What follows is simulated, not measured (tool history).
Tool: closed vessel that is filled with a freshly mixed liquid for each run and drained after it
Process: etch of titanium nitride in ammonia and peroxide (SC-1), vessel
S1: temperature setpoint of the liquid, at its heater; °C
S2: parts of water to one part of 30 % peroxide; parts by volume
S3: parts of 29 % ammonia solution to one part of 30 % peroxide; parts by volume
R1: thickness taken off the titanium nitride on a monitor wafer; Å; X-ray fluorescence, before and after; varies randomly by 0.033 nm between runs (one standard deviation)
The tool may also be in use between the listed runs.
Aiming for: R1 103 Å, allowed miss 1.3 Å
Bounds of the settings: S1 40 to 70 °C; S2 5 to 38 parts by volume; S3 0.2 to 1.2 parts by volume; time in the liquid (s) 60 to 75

{"run": 1, "hour": 0.0, "S1": 56, "S2": 21, "S3": 0.9, "time in the liquid (s)": 75, "R1": 67.587}
{"run": 2, "hour": 4.5, "S1": 58.5, "S2": 21, "S3": 0.9, "time in the liquid (s)": 75, "R1": 80.538}
{"run": 3, "hour": 9.3, "S1": 59, "S2": 21, "S3": 0.9, "time in the liquid (s)": 75, "R1": 82.728}
{"run": 4, "hour": 10.2, "S1": 59.5, "S2": 21, "S3": 0.9, "time in the liquid (s)": 75, "R1": 85.456}
{"run": 5, "hour": 13.4, "S1": 59.5, "S2": 21, "S3": 0.9, "time in the liquid (s)": 75, "R1": 85.649}
{"run": 6, "hour": 20.7, "S1": 60, "S2": 21, "S3": 0.9, "time in the liquid (s)": 75, "R1": 88.384}
{"run": 7, "hour": 22.3, "S1": 60, "S2": 21, "S3": 0.9, "time in the liquid (s)": 75, "R1": 88.412}
{"run": 8, "hour": 28.5, "S1": 60.5, "S2": 21, "S3": 0.9, "time in the liquid (s)": 75, "R1": 91.787}

Pick the move, out of 5, that brings all results within their allowed miss; only one does.
{"run": "A", "hour": 34.7, "S1": 59.5, "S2": 26, "S3": 0.9, "time in the liquid (s)": 75, "R1": "?"}
{"run": "B", "hour": 34.7, "S1": 64, "S2": 22, "S3": 0.8, "time in the liquid (s)": 75, "R1": "?"}
{"run": "C", "hour": 34.7, "S1": 61, "S2": 22, "S3": 0.75, "time in the liquid (s)": 75, "R1": "?"}
{"run": "D", "hour": 34.7, "S1": 56.5, "S2": 18.5, "S3": 1, "time in the liquid (s)": 75, "R1": "?"}
{"run": "E", "hour": 34.7, "S1": 60.5, "S2": 14, "S3": 1.2, "time in the liquid (s)": 65, "R1": "?"}

move=A R1=76.104
move=B R1=109.49
move=C R1=89.161
move=D R1=76.634
move=E R1=103.36
A: lands further from the targets than the last run did
B: the result that was furthest off in the last run now lies on the other side of its target
C: lands further from the targets than the last run did
D: lands further from the targets than the last run did
E: in spec on every target
The move that meets every target is E.

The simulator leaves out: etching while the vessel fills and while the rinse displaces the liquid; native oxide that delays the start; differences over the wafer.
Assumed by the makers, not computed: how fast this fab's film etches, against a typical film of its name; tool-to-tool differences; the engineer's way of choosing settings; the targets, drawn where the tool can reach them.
